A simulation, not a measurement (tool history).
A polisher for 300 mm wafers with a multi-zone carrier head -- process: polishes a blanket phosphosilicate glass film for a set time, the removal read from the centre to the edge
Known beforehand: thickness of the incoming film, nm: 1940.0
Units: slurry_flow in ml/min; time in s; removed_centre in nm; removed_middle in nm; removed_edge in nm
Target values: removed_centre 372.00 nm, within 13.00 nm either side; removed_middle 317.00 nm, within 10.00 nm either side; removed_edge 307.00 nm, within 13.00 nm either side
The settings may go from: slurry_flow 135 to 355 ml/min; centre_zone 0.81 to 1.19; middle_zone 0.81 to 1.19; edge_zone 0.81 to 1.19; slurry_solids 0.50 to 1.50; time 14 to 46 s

Run 1, hour 0.0: slurry_flow 225 ml/min, centre_zone 1.00, middle_zone 1.00, edge_zone 1.00, slurry_solids 1.00, time 30 s. Result: removed_centre 268.20 nm, removed_middle 268.45 nm, removed_edge 268.77 nm.
Run 2, hour 8.8: slurry_flow 225 ml/min, centre_zone 1.00, middle_zone 1.00, edge_zone 1.00, slurry_solids 0.90, time 30 s. Result: removed_centre 250.26 nm, removed_middle 252.63 nm, removed_edge 249.59 nm.
Run 3, hour 16.7: slurry_flow 225 ml/min, centre_zone 1.00, middle_zone 0.93, edge_zone 1.00, slurry_solids 0.90, time 30 s. Result: removed_centre 257.16 nm, removed_middle 237.59 nm, removed_edge 241.81 nm.
Run 4, hour 19.9: slurry_flow 230 ml/min, centre_zone 1.02, middle_zone 0.94, edge_zone 1.00, slurry_solids 0.95, time 30 s. Result: removed_centre 263.08 nm, removed_middle 251.99 nm, removed_edge 253.20 nm.
Run 5, hour 26.0: slurry_flow 230 ml/min, centre_zone 1.02, middle_zone 0.99, edge_zone 1.00, slurry_solids 0.95, time 30 s. Result: removed_centre 268.48 nm, removed_middle 259.41 nm, removed_edge 255.46 nm.
Run 6, hour 27.7: slurry_flow 235 ml/min, centre_zone 1.04, middle_zone 1.00, edge_zone 1.01, slurry_solids 0.95, time 30 s. Result: removed_centre 270.58 nm, removed_middle 263.13 nm, removed_edge 253.54 nm.
Run 7, hour 34.8: slurry_flow 265 ml/min, centre_zone 1.14, middle_zone 0.96, edge_zone 1.04, slurry_solids 1.20, time 31 s. Result: removed_centre 349.60 nm, removed_middle 300.16 nm, removed_edge 306.75 nm.
Run 8, hour 40.5: slurry_flow 265 ml/min, centre_zone 1.14, middle_zone 0.96, edge_zone 1.04, slurry_solids 1.20, time 31 s. Result: removed_centre 353.24 nm, removed_middle 298.79 nm, removed_edge 308.00 nm.
Run 9, hour 46.3: slurry_flow 270 ml/min, centre_zone 1.14, middle_zone 0.97, edge_zone 1.04, slurry_solids 1.20, time 31 s. Result: removed_centre 353.73 nm, removed_middle 299.50 nm, removed_edge 301.90 nm.
Run 10, hour 49.8: slurry_flow 270 ml/min, centre_zone 1.14, middle_zone 0.98, edge_zone 1.04, slurry_solids 1.20, time 31 s. Result: removed_centre 361.61 nm, removed_middle 306.80 nm, removed_edge 305.86 nm.
Run 11, hour 52.1: slurry_flow 270 ml/min, centre_zone 1.14, middle_zone 0.98, edge_zone 1.04, slurry_solids 1.20, time 31 s. Result: removed_centre 354.86 nm, removed_middle 303.69 nm, removed_edge 307.95 nm.
Run 12, hour 54.3: slurry_flow 275 ml/min, centre_zone 1.14, middle_zone 0.98, edge_zone 1.04, slurry_solids 1.20, time 31 s. Result: removed_centre 357.09 nm, removed_middle 304.16 nm, removed_edge 305.24 nm.

Which of these 4 next moves meets every target?
Run A, hour 56.5: slurry_flow 265 ml/min, centre_zone 1.11, middle_zone 0.96, edge_zone 1.04, slurry_solids 1.30, time 30 s. Result: removed_centre ?, removed_middle ?, removed_edge ?.
Run B, hour 56.5: slurry_flow 285 ml/min, centre_zone 1.18, middle_zone 1.02, edge_zone 1.02, slurry_solids 1.15, time 32 s. Result: removed_centre ?, removed_middle ?, removed_edge ?.
Run C, hour 56.5: slurry_flow 270 ml/min, centre_zone 1.14, middle_zone 0.99, edge_zone 1.04, slurry_solids 1.20, time 35 s. Result: removed_centre ?, removed_middle ?, removed_edge ?.
Run D, hour 56.5: slurry_flow 265 ml/min, centre_zone 1.18, middle_zone 0.84, edge_zone 1.11, slurry_solids 1.30, time 33 s. Result: removed_centre ?, removed_middle ?, removed_edge ?.

move  removed_centre  removed_middle  removed_edge
   A          339.70          302.93        309.64
   B          368.92          325.04        312.69
   C          394.47          351.22        349.57
   D          397.06          298.15        349.66
A: lands further from the targets than the last run did
B: each result inside its tolerance
C: moves the result that the last run missed by most past its target, out the other side
D: lands further from the targets than the last run did
Correct choice: B, which meets every target
